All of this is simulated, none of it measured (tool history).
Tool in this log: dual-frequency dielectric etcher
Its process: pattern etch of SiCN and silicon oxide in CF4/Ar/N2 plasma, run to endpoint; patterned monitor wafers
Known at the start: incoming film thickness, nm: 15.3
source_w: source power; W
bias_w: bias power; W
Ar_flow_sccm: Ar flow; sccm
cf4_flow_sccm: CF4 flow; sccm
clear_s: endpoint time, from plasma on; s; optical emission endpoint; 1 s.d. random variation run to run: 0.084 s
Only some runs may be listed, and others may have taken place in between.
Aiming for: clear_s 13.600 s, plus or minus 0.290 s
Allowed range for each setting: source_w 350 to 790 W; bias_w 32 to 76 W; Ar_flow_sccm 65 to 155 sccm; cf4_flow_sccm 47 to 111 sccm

{"run": 1, "day": 0.0, "source_w": 570, "bias_w": 54, "Ar_flow_sccm": 110, "cf4_flow_sccm": 79, "clear_s": 16.473}
{"run": 2, "day": 0.192, "source_w": 570, "bias_w": 54, "Ar_flow_sccm": 128, "cf4_flow_sccm": 79, "clear_s": 16.94}
{"run": 3, "day": 0.308, "source_w": 590, "bias_w": 54, "Ar_flow_sccm": 128, "cf4_flow_sccm": 79, "clear_s": 16.559}
{"run": 4, "day": 0.512, "source_w": 610, "bias_w": 54, "Ar_flow_sccm": 128, "cf4_flow_sccm": 79, "clear_s": 15.931}
{"run": 5, "day": 0.571, "source_w": 610, "bias_w": 54, "Ar_flow_sccm": 118, "cf4_flow_sccm": 79, "clear_s": 15.782}
{"run": 6, "day": 0.621, "source_w": 610, "bias_w": 63, "Ar_flow_sccm": 118, "cf4_flow_sccm": 79, "clear_s": 15.183}
{"run": 7, "day": 0.808, "source_w": 620, "bias_w": 63, "Ar_flow_sccm": 118, "cf4_flow_sccm": 79, "clear_s": 14.974}
{"run": 8, "day": 1.183, "source_w": 630, "bias_w": 63, "Ar_flow_sccm": 118, "cf4_flow_sccm": 79, "clear_s": 14.823}
{"run": 9, "day": 1.358, "source_w": 640, "bias_w": 63, "Ar_flow_sccm": 118, "cf4_flow_sccm": 79, "clear_s": 14.667}
{"run": 10, "day": 1.538, "source_w": 650, "bias_w": 63, "Ar_flow_sccm": 118, "cf4_flow_sccm": 79, "clear_s": 14.492}
{"run": 11, "day": 1.617, "source_w": 650, "bias_w": 63, "Ar_flow_sccm": 118, "cf4_flow_sccm": 79, "clear_s": 14.4}

Which single option among these 5 for the next run brings every result within its allowed miss of target? Just one does.
{"run": "A", "day": 1.696, "source_w": 670, "bias_w": 62, "Ar_flow_sccm": 139, "cf4_flow_sccm": 81, "clear_s": "?"}
{"run": "B", "day": 1.696, "source_w": 580, "bias_w": 60, "Ar_flow_sccm": 123, "cf4_flow_sccm": 80, "clear_s": "?"}
{"run": "C", "day": 1.696, "source_w": 620, "bias_w": 73, "Ar_flow_sccm": 108, "cf4_flow_sccm": 68, "clear_s": "?"}
{"run": "D", "day": 1.696, "source_w": 620, "bias_w": 65, "Ar_flow_sccm": 150, "cf4_flow_sccm": 80, "clear_s": "?"}
{"run": "E", "day": 1.696, "source_w": 690, "bias_w": 71, "Ar_flow_sccm": 118, "cf4_flow_sccm": 72, "clear_s": "?"}

move=A clear_s=14.628
move=B clear_s=16.249
move=C clear_s=14.784
move=D clear_s=15.573
move=E clear_s=13.738
A: misses by more than the last run did
B: misses by more than the last run did
C: misses by more than the last run did
D: misses by more than the last run did
E: all results in spec
E meets every target.
